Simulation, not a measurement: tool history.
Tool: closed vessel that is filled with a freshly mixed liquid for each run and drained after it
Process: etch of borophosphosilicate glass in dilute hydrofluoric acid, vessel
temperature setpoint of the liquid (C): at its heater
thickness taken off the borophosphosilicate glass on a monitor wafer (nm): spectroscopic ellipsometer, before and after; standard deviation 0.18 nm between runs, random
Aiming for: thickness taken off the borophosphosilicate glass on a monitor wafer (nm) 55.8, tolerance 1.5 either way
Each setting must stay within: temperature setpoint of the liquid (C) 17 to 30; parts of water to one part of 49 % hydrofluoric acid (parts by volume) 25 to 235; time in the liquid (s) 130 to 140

run	hour	temperature setpoint of the liquid (C)	parts of water to one part of 49 % hydrofluoric acid (parts by volume)	time in the liquid (s)	thickness taken off the borophosphosilicate glass on a monitor wafer (nm)
1	0	22	130	130	43.32
2	5.1	22	130	130	43.242
3	7.6	23.5	130	130	45.725
4	13.8	23.5	160	130	35.996
5	16.9	25	155	130	39.406
6	19.7	26	150	130	42.547
7	25.4	27	145	130	46.098
8	32.6	27.5	140	130	48.974

Below are 4 possible settings for the next run. Only one of them brings all results inside the allowed miss of their targets. Which is it?
A	39.8	26	120	140	?
B	39.8	26	125	130	?
C	39.8	28.5	135	130	?
D	39.8	26.5	130	140	?

move	thickness taken off the borophosphosilicate glass on a monitor wafer (nm)
A	59.724
B	52.909
C	53.135
D	55.493
A: carries the result that was furthest off beyond its target, to the other side
B: moves toward the targets from the last run without getting all of them in spec
C: moves toward the targets from the last run without getting all of them in spec
D: in spec on every target
The right move is D.

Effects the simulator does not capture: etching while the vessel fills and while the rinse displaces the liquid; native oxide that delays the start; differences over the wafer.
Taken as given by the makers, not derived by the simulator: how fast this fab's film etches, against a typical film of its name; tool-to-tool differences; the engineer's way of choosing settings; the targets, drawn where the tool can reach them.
